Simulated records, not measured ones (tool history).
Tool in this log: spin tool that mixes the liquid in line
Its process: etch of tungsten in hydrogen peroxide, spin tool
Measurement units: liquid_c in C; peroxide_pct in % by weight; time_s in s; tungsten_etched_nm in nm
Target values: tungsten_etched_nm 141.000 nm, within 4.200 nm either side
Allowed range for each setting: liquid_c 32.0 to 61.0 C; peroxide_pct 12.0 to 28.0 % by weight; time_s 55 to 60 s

run	hour	liquid_c	peroxide_pct	time_s	tungsten_etched_nm
1	0.0	45.0	19.0	55	65.629
2	2.7	46.5	19.0	55	74.249
3	10.2	48.0	19.0	55	80.607
4	18.6	49.0	19.0	55	85.493
5	21.5	54.5	19.0	55	119.800
6	30.1	55.0	19.0	55	121.990
7	37.1	55.5	19.0	55	126.290
8	38.9	56.5	19.0	55	134.820

Which single option among these 4 for the next run brings every result within its allowed miss of target? Just one does.
A	40.7	58.0	15.5	55	?
B	40.7	54.0	20.0	60	?
C	40.7	55.0	21.0	55	?
D	40.7	57.0	20.0	55	?

move	tungsten_etched_nm
A	130.940
B	128.190
C	127.780
D	140.300
A: the biggest miss grows against the last run
B: the biggest miss grows against the last run
C: the biggest miss grows against the last run
D: all results in spec
Go with D: it meets all targets.
